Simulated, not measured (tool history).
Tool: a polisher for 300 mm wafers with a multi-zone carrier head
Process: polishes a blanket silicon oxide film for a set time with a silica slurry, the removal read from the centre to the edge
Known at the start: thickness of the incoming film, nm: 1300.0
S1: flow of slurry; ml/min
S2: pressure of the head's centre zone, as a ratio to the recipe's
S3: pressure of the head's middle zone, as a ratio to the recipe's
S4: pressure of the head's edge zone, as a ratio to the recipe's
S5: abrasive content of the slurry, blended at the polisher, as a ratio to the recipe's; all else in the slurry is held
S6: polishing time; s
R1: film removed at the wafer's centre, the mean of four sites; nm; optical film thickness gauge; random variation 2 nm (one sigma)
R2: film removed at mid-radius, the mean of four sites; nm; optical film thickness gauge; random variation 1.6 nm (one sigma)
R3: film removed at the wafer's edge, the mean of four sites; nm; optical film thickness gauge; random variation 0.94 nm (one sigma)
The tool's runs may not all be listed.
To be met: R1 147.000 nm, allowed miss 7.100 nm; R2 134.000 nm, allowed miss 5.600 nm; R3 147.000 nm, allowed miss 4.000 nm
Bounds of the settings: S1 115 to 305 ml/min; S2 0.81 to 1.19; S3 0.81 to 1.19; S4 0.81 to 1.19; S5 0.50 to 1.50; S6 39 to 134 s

{"run": 1, "day": 0.0, "S1": 195, "S2": 1.0, "S3": 1.0, "S4": 1.0, "S5": 1.0, "S6": 86, "R1": 206.96, "R2": 205.45, "R3": 202.67}
{"run": 2, "day": 0.058, "S1": 190, "S2": 0.99, "S3": 0.97, "S4": 0.98, "S5": 0.9, "S6": 85, "R1": 188.34, "R2": 183.16, "R3": 185.49}
{"run": 3, "day": 0.338, "S1": 190, "S2": 0.99, "S3": 0.97, "S4": 0.98, "S5": 0.9, "S6": 94, "R1": 204.04, "R2": 203.49, "R3": 202.43}
{"run": 4, "day": 0.512, "S1": 190, "S2": 1.02, "S3": 0.97, "S4": 0.98, "S5": 0.9, "S6": 94, "R1": 217.28, "R2": 204.88, "R3": 206.86}
{"run": 5, "day": 0.883, "S1": 190, "S2": 1.02, "S3": 0.97, "S4": 0.94, "S5": 0.9, "S6": 94, "R1": 214.4, "R2": 206.52, "R3": 203.04}
{"run": 6, "day": 0.958, "S1": 190, "S2": 0.98, "S3": 0.97, "S4": 0.94, "S5": 0.9, "S6": 94, "R1": 207.84, "R2": 203.49, "R3": 201.08}
{"run": 7, "day": 1.158, "S1": 185, "S2": 0.97, "S3": 0.94, "S4": 0.92, "S5": 0.8, "S6": 94, "R1": 185.22, "R2": 177.84, "R3": 183.82}
{"run": 8, "day": 1.433, "S1": 185, "S2": 0.96, "S3": 0.93, "S4": 0.9, "S5": 0.75, "S6": 94, "R1": 176.38, "R2": 173.14, "R3": 171.2}
{"run": 9, "day": 1.508, "S1": 135, "S2": 0.95, "S3": 0.83, "S4": 0.95, "S5": 0.55, "S6": 90, "R1": 112.4, "R2": 100.92, "R3": 115.64}
{"run": 10, "day": 1.621, "S1": 135, "S2": 0.95, "S3": 0.83, "S4": 0.95, "S5": 0.55, "S6": 90, "R1": 112.72, "R2": 100.89, "R3": 115.62}
{"run": 11, "day": 1.654, "S1": 160, "S2": 0.95, "S3": 0.84, "S4": 0.95, "S5": 0.55, "S6": 90, "R1": 118.91, "R2": 104.14, "R3": 117.09}
{"run": 12, "day": 1.904, "S1": 160, "S2": 0.96, "S3": 0.86, "S4": 0.98, "S5": 0.55, "S6": 90, "R1": 116.4, "R2": 105.66, "R3": 117.67}
{"run": 13, "day": 2.233, "S1": 215, "S2": 1.05, "S3": 0.91, "S4": 1.08, "S5": 0.8, "S6": 91, "R1": 193.59, "R2": 174.75, "R3": 189.9}
{"run": 14, "day": 2.417, "S1": 195, "S2": 1.03, "S3": 0.91, "S4": 1.06, "S5": 0.8, "S6": 91, "R1": 192.79, "R2": 170.51, "R3": 185.03}
{"run": 15, "day": 2.746, "S1": 180, "S2": 1.01, "S3": 0.9, "S4": 1.03, "S5": 0.8, "S6": 91, "R1": 186.43, "R2": 170.15, "R3": 183.11}
{"run": 16, "day": 2.771, "S1": 165, "S2": 0.98, "S3": 0.84, "S4": 0.98, "S5": 0.55, "S6": 84, "R1": 110.77, "R2": 96.2, "R3": 110.6}
{"run": 17, "day": 3.042, "S1": 175, "S2": 1.0, "S3": 0.86, "S4": 1.02, "S5": 0.55, "S6": 84, "R1": 115.49, "R2": 99.229, "R3": 112.41}

Which of these 4 next moves meets every target?
{"run": "A", "day": 3.312, "S1": 115, "S2": 0.94, "S3": 1.09, "S4": 0.98, "S5": 0.65, "S6": 93, "R1": "?", "R2": "?", "R3": "?"}
{"run": "B", "day": 3.312, "S1": 190, "S2": 0.98, "S3": 0.88, "S4": 1.0, "S5": 0.65, "S6": 90, "R1": "?", "R2": "?", "R3": "?"}
{"run": "C", "day": 3.312, "S1": 185, "S2": 1.0, "S3": 1.05, "S4": 0.93, "S5": 0.5, "S6": 74, "R1": "?", "R2": "?", "R3": "?"}
{"run": "D", "day": 3.312, "S1": 225, "S2": 1.02, "S3": 1.06, "S4": 0.84, "S5": 0.5, "S6": 75, "R1": "?", "R2": "?", "R3": "?"}

move=A R1=138.050 R2=153.780 R3=145.330
move=B R1=150.320 R2=133.940 R3=149.910
move=C R1=88.495 R2=89.836 R3=84.522
move=D R1=93.668 R2=94.003 R3=84.451
A: brings the result that was furthest off to its target, and leaves another outside
B: meets every target
C: further off than the last run
D: further off than the last run
Answer: B
